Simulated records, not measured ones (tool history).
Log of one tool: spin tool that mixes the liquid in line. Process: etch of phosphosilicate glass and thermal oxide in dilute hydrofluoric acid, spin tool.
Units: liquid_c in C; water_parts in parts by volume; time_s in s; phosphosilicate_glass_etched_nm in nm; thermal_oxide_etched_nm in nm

run,hour,liquid_c,water_parts,time_s,phosphosilicate_glass_etched_nm,thermal_oxide_etched_nm
1,0.0,24.0,235,30,20.786,0.49359
2,7.1,23.5,235,30,20.560,0.54110
3,9.5,23.5,235,35,24.310,0.57703
4,15.1,22.5,240,35,22.181,0.49585
5,16.1,24.0,240,35,24.057,0.64017
6,18.3,24.0,195,35,30.788,0.67077
7,20.4,23.0,205,35,27.875,0.62451

The next listed run, before its measurement:
8,27.2,22.5,215,35,?,?

{"run 8": {"phosphosilicate_glass_etched_nm": 25.675, "thermal_oxide_etched_nm": 0.6222}}
